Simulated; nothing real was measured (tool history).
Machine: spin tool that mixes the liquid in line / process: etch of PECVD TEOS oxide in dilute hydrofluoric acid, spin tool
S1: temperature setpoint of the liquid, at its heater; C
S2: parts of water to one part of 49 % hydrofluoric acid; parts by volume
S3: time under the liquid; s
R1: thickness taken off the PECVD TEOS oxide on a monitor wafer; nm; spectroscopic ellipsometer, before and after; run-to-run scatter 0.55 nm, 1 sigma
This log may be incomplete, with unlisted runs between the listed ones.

run	hour	S1	S2	S3	R1
1	0	25	110	70	16.885
2	4	26	95	70	20.599
3	8.4	26	60	70	33.823
4	12	27	55	70	38.712
5	17.4	28	50	70	44.958
6	23.6	28	50	70	45.188
7	28	28.5	50	70	46.189
8	29.1	29	50	70	47.005

Run 9 comes next. What will it give?
9	31.2	29.5	50	70	?

Logged for run 9: R1 47.859 nm.

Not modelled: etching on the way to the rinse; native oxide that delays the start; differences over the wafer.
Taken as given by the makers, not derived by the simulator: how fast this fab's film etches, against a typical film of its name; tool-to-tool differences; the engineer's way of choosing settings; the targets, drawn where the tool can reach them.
